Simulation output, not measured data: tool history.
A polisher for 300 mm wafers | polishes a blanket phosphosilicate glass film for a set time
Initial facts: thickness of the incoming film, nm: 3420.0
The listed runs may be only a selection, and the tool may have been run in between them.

run	hour	flow of slurry (ml/min)	pressure of the wafer on the pad (psi)	speed of the pad under the wafer (cm/s)	abrasive content of the slurry	polishing time (s)	film removed (angstrom)
1	0	145	2.4	92	1	52	3835.5
2	3.9	110	2.4	92	1	52	3601.7
3	10.1	110	2.4	92	1	52	3577
4	11.3	110	2.4	92	1.15	52	3756.6
5	19.3	110	2.4	92	1	52	3548.2
6	25	110	2.4	92	1	52	3632.5
7	26.3	115	2.4	92	1	52	3628.4
8	33.1	120	2.4	92	1	52	3665.4
9	39.4	125	2.4	92	1	52	3656.9
10	46.2	130	2.4	92	1	52	3782.5
11	49	135	2.4	92	1	52	3742.6
12	55.1	140	2.4	92	1	52	3738.7

For run 13, what comes out?
13	57.1	170	2.8	92	1	52	?

{"run 13": {"film removed (angstrom)": 4514.9}}
